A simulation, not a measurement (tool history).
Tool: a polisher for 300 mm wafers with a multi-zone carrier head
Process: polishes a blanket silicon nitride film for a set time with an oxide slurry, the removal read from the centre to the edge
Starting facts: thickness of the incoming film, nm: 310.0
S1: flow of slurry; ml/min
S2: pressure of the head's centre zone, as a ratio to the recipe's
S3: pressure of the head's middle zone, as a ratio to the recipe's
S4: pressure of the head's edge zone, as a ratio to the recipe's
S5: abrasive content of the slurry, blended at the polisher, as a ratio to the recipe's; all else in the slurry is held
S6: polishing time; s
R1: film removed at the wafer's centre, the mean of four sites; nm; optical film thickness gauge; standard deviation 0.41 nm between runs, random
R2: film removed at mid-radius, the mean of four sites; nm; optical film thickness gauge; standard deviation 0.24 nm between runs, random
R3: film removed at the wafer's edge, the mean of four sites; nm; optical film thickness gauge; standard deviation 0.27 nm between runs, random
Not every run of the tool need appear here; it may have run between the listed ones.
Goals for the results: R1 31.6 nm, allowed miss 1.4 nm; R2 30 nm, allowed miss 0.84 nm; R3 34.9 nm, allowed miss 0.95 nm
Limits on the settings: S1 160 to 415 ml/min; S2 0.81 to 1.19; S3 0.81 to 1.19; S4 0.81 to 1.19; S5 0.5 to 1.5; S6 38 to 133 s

run  hour   S1    S2    S3    S4    S5  S6      R1      R2      R3
  1     0  265     1     1     1     1  85  48.366  50.581  52.433
  2   0.8  260  0.99  0.98  0.99  0.95  84  45.911  47.676  49.551
  3   1.7  260  0.99  0.98  0.99  0.85  84  41.192  43.014  45.428
  4   6.1  260  0.99  0.98  0.99  0.85  96  47.781  49.556   50.95
  5  13.2  260  0.99  0.98  0.99  0.85  77  38.425  39.387  41.682
  6  17.7  260  0.99  0.98  0.99     1  77  44.196   44.75   46.67
  7  24.2  255  0.98  0.96  0.99  0.95  77   41.32  42.698  45.508
  8  31.8  240  1.03  0.86  0.89   0.7  74  31.477  28.219  30.953
  9  37.9  315  0.95  0.85  0.99  0.65  74  26.422  25.793  30.331
 10    44  315  0.96  0.86     1  0.65  74  27.904  26.531   30.97
 11  50.2  315  0.96  0.87  1.01  0.65  74  27.538  26.459  30.898
 12  53.3  315  0.96  0.88  1.02  0.65  74  27.924  26.948  30.726
 13  57.7  340  0.98   0.9  1.12  0.85  74  37.899  36.314  43.068
 14  62.9  265  0.97  0.87  1.02   0.9  74  38.218  36.356   42.49
 15    68  275  0.94  0.83  0.95  0.65  73  26.117  24.982  28.632
 16  73.3  280  0.95  0.84  0.97  0.65  73  27.491  24.966  29.582
     81.9  -- edge zone pressure recalibrated
 17  81.9  330  0.92  0.94  1.07  0.75  73   31.38   33.65  35.068
 18    89  330  0.92  0.94  1.07  0.75  73  30.718  32.867  35.279

Of the 5 settings listed for the next run, only one would bring every result within its allowed miss of target. Which one?
  A  96.1  310  0.97  0.82  1.08   0.8  67   ?   ?   ?
  B  96.1  375  0.88  0.84  1.13  0.75  70   ?   ?   ?
  C  96.1  315  0.85  0.97     1   0.8  71   ?   ?   ?
  D  96.1  345  0.82  1.08  1.03   0.7  80   ?   ?   ?
  E  96.1  330  0.98  0.88  1.17  0.85  62   ?   ?   ?

move      R1      R2      R3
   A  31.784  28.779  34.886
   B   28.76  29.258  35.428
   C  29.559  35.127  35.563
   D  28.237  38.054  35.562
   E  31.571  29.946  35.618
A: carries the result that was furthest off beyond its target, to the other side
B: brings the last run's worst result on target, with another outside its allowed miss
C: further off than the last run
D: further off than the last run
E: every result lands within tolerance
Go with E: it meets all targets.
